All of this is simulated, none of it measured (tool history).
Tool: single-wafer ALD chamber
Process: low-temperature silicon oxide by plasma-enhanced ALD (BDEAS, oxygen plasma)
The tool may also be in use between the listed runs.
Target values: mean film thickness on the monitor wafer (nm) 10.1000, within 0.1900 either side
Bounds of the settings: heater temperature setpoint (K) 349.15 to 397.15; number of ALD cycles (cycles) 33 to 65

run,hour,heater temperature setpoint (K),number of ALD cycles (cycles),mean film thickness on the monitor wafer (nm)
1,0.0,373.15,49,7.5999
2,8.1,371.15,51,7.8140
3,14.7,369.15,54,8.4061
4,17.3,368.15,56,8.7167
5,20.6,368.15,52,8.1634
6,26.7,365.15,54,8.4985
7,31.1,363.15,55,8.6978
8,36.0,362.15,56,8.9983
9,43.8,360.15,57,9.0818
10,52.3,359.15,58,9.3291
11,56.0,358.15,59,9.3531
12,57.8,357.15,60,9.6540
13,62.1,356.15,60,9.6876
14,70.5,355.15,60,9.6805

5 candidate next runs follow, results not yet known. Just one meets every target within its allowed miss. Identify it.
A,78.9,358.15,61,?
B,78.9,351.15,59,?
C,78.9,365.15,64,?
D,78.9,358.15,56,?
E,78.9,360.15,60,?

move,mean film thickness on the monitor wafer (nm)
A,9.8463
B,9.7256
C,10.1110
D,9.0392
E,9.6262
A: closes in on the targets versus the last run, not all within tolerance yet
B: closes in on the targets versus the last run, not all within tolerance yet
C: all results in spec
D: further off than the last run
E: further off than the last run
C meets every target.

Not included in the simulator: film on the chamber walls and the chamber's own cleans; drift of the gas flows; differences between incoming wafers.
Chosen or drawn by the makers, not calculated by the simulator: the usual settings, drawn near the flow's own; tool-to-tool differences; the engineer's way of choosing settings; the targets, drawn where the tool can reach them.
